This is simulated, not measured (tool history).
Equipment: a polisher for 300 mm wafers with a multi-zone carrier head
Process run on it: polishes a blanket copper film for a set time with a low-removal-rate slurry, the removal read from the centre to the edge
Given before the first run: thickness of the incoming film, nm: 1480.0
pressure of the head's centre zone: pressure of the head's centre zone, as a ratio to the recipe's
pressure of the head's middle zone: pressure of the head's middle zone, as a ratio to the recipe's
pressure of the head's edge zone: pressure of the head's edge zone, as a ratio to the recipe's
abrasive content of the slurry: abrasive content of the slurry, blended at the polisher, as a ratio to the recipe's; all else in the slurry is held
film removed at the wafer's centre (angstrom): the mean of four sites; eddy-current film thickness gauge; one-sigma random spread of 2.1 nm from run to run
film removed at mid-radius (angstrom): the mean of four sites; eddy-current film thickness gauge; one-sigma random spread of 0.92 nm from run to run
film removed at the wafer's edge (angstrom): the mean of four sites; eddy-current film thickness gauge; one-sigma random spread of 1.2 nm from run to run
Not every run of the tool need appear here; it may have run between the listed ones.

run	day	flow of slurry (ml/min)	pressure of the head's centre zone	pressure of the head's middle zone	pressure of the head's edge zone	abrasive content of the slurry	polishing time (s)	film removed at the wafer's centre (angstrom)	film removed at mid-radius (angstrom)	film removed at the wafer's edge (angstrom)
1	0	135	1	1	1	1	63	1366.2	1394.8	1423
2	0.288	145	1.03	1.02	0.96	0.95	63	1387	1448.4	1371.4
3	0.408	145	1.03	0.97	0.96	0.95	63	1450.8	1366.3	1370.5
4	0.492	145	0.97	0.97	0.96	0.95	63	1327.4	1372.4	1377.2
5	0.562	145	0.97	1.04	0.96	0.95	63	1319.6	1464.3	1356.5
6	0.825	155	1	1.03	0.94	0.95	63	1390	1457.4	1378.9
7	0.962	160	1.03	1.04	0.92	0.95	63	1463.6	1485.5	1389.4
8	1.146	165	1.05	1.05	0.9	0.9	63	1453.5	1486.9	1337.7
9	1.179	170	1.07	1.05	0.89	0.9	63	1494.1	1495.6	1348.2

What does the tool deliver on the next run?
10	1.221	175	1.09	1.05	0.87	0.9	63	?	?	?

film removed at the wafer's centre (angstrom): 1569.6
film removed at mid-radius (angstrom): 1507.4
film removed at the wafer's edge (angstrom): 1354.9
